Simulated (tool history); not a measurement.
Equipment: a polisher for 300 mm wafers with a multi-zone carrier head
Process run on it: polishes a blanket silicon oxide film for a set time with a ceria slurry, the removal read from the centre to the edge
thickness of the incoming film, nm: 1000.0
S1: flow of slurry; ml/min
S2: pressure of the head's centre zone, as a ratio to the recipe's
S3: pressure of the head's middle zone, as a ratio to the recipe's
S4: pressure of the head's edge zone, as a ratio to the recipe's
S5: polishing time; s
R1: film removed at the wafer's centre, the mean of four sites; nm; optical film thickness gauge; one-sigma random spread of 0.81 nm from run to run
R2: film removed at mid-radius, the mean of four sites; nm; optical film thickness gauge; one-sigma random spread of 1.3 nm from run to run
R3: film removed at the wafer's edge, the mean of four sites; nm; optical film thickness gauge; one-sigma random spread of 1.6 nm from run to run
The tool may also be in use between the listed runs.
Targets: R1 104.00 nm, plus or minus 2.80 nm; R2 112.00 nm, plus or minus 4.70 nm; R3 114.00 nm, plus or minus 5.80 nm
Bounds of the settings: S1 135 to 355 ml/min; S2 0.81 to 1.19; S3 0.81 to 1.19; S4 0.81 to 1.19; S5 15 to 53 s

{"run": 1, "day": 0.0, "S1": 225, "S2": 1.0, "S3": 1.0, "S4": 1.0, "S5": 34, "R1": 177.25, "R2": 173.21, "R3": 187.44}
{"run": 2, "day": 0.271, "S1": 220, "S2": 0.97, "S3": 0.99, "S4": 0.95, "S5": 29, "R1": 144.36, "R2": 146.11, "R3": 151.39}
{"run": 3, "day": 0.571, "S1": 220, "S2": 0.97, "S3": 0.99, "S4": 0.95, "S5": 25, "R1": 123.78, "R2": 122.86, "R3": 130.35}
{"run": 4, "day": 0.796, "S1": 220, "S2": 0.97, "S3": 0.99, "S4": 0.99, "S5": 25, "R1": 124.26, "R2": 123.86, "R3": 129.31}
{"run": 5, "day": 1.058, "S1": 185, "S2": 0.97, "S3": 0.99, "S4": 0.99, "S5": 25, "R1": 122.07, "R2": 123.9, "R3": 128.26}
{"run": 6, "day": 1.142, "S1": 185, "S2": 0.97, "S3": 0.99, "S4": 0.92, "S5": 25, "R1": 122.21, "R2": 121.45, "R3": 127.27}
{"run": 7, "day": 1.383, "S1": 180, "S2": 0.95, "S3": 0.99, "S4": 0.91, "S5": 24, "R1": 113.11, "R2": 115.69, "R3": 115.73}
{"run": 8, "day": 1.675, "S1": 175, "S2": 0.93, "S3": 0.98, "S4": 0.94, "S5": 24, "R1": 109.39, "R2": 116.21, "R3": 118.66}
{"run": 9, "day": 1.85, "S1": 170, "S2": 0.92, "S3": 0.97, "S4": 0.93, "S5": 24, "R1": 107.81, "R2": 117.22, "R3": 118.01}
{"run": 10, "day": 2.017, "S1": 170, "S2": 0.92, "S3": 0.97, "S4": 0.93, "S5": 24, "R1": 106.72, "R2": 112.23, "R3": 121.15}
{"run": 11, "day": 2.325, "S1": 165, "S2": 0.92, "S3": 0.98, "S4": 0.92, "S5": 24, "R1": 108.37, "R2": 112.96, "R3": 117.77}
{"run": 12, "day": 2.596, "S1": 165, "S2": 0.92, "S3": 0.98, "S4": 0.92, "S5": 24, "R1": 108.61, "R2": 112.59, "R3": 115.92}

Next run, 5 choices. One meets every target within its allowed miss, the rest don't. Which?
{"run": "A", "day": 2.867, "S1": 135, "S2": 1.02, "S3": 1.18, "S4": 0.84, "S5": 22, "R1": "?", "R2": "?", "R3": "?"}
{"run": "B", "day": 2.867, "S1": 145, "S2": 0.99, "S3": 0.96, "S4": 0.93, "S5": 24, "R1": "?", "R2": "?", "R3": "?"}
{"run": "C", "day": 2.867, "S1": 135, "S2": 1.11, "S3": 1.05, "S4": 0.86, "S5": 22, "R1": "?", "R2": "?", "R3": "?"}
{"run": "D", "day": 2.867, "S1": 140, "S2": 0.92, "S3": 1.01, "S4": 0.9, "S5": 24, "R1": "?", "R2": "?", "R3": "?"}
{"run": "E", "day": 2.867, "S1": 135, "S2": 1.02, "S3": 1.04, "S4": 0.92, "S5": 25, "R1": "?", "R2": "?", "R3": "?"}

move=A R1=102.34 R2=108.81 R3=102.07
move=B R1=110.47 R2=106.84 R3=118.37
move=C R1=111.37 R2=101.29 R3=103.28
move=D R1=101.62 R2=109.12 R3=115.83
move=E R1=116.22 R2=114.50 R3=121.04
A: meets the target for the result that was furthest off, but another lies outside its allowed miss
B: the biggest miss grows against the last run
C: the biggest miss grows against the last run
D: every result within its allowed miss
E: the biggest miss grows against the last run
Answer: D
